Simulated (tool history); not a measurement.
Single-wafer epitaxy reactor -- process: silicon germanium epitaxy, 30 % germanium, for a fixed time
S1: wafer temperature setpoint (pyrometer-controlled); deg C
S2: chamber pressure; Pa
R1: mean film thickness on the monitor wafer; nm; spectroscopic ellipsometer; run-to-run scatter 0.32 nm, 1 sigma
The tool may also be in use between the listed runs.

run	day	S1	S2	R1
1	0.000	615	2706	84.594
2	0.292	610	2693	75.806
3	0.467	603	2693	66.055
4	0.758	613	2693	80.785
5	0.888	613	2213	74.905
6	0.946	623	2213	91.277
7	1.158	618	2200	82.956
8	1.417	614	2186	76.053
9	1.779	611	2186	71.350

The next listed run, before its measurement:
10	1.988	609	2186	?

{"run 10": {"R1": 69.212}}
